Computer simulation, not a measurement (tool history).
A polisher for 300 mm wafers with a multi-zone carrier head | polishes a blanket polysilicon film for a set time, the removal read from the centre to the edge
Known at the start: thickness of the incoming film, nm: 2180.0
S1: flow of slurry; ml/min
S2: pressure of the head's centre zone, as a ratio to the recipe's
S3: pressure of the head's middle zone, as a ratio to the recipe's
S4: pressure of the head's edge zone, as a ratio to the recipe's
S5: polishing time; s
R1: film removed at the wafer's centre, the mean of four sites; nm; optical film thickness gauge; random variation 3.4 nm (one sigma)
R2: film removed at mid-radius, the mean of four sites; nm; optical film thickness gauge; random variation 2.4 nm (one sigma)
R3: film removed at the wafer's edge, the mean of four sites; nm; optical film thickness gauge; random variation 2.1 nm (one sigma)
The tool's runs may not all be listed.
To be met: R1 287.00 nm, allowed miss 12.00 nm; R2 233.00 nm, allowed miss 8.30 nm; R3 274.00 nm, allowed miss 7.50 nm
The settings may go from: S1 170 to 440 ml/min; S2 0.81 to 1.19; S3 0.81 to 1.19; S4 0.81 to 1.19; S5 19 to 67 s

| run | hour | S1 | S2 | S3 | S4 | S5 | R1 | R2 | R3 |
|---|---|---|---|---|---|---|---|---|---|
| 1 | 0.0 | 280 | 1.00 | 1.00 | 1.00 | 43 | 186.73 | 196.09 | 194.62 |
| 2 | 7.0 | 280 | 1.00 | 1.00 | 0.94 | 43 | 192.10 | 191.71 | 190.11 |
| 3 | 12.9 | 285 | 1.04 | 0.95 | 0.98 | 46 | 212.61 | 204.03 | 208.19 |
| 4 | 17.3 | 285 | 1.13 | 0.95 | 0.98 | 46 | 234.74 | 202.41 | 210.24 |
| 5 | 24.2 | 290 | 1.15 | 0.92 | 1.03 | 48 | 250.95 | 201.78 | 221.94 |
| 6 | 29.1 | 290 | 1.15 | 0.95 | 1.03 | 48 | 242.27 | 210.46 | 223.07 |
| 7 | 37.8 | 295 | 1.16 | 0.93 | 1.06 | 50 | 254.28 | 212.78 | 234.72 |
| 8 | 43.8 | 300 | 1.17 | 0.92 | 1.08 | 52 | 276.55 | 222.58 | 247.84 |
| 9 | 45.4 | 305 | 1.16 | 0.92 | 1.11 | 53 | 276.51 | 225.05 | 256.16 |
| 10 | 52.9 | 310 | 1.16 | 0.92 | 1.13 | 53 | 276.85 | 225.67 | 255.66 |
| 11 | 56.1 | 310 | 1.15 | 0.91 | 1.14 | 54 | 281.96 | 226.12 | 263.68 |
| 12 | 60.9 | 310 | 1.15 | 0.91 | 1.15 | 54 | 275.27 | 224.86 | 262.04 |

5 next moves are on the table. One of them brings every result within its allowed miss. Which?
| A | 65.7 | 310 | 1.05 | 0.86 | 1.19 | 58 | ? | ? | ? |
| B | 65.7 | 395 | 1.12 | 0.88 | 1.12 | 55 | ? | ? | ? |
| C | 65.7 | 300 | 1.16 | 0.85 | 1.17 | 54 | ? | ? | ? |
| D | 65.7 | 390 | 1.10 | 0.97 | 1.19 | 51 | ? | ? | ? |
| E | 65.7 | 305 | 1.17 | 0.90 | 1.16 | 50 | ? | ? | ? |

| move | R1 | R2 | R3 |
|---|---|---|---|
| A | 280.01 | 231.37 | 289.92 |
| B | 289.92 | 228.22 | 270.65 |
| C | 287.17 | 212.55 | 266.91 |
| D | 263.89 | 229.29 | 258.47 |
| E | 268.78 | 206.64 | 246.19 |
A: takes the result that was furthest off past its target
B: meets every target
C: brings the result that was furthest off to its target, and leaves another outside
D: further off than the last run
E: further off than the last run
Move B is the one to make.
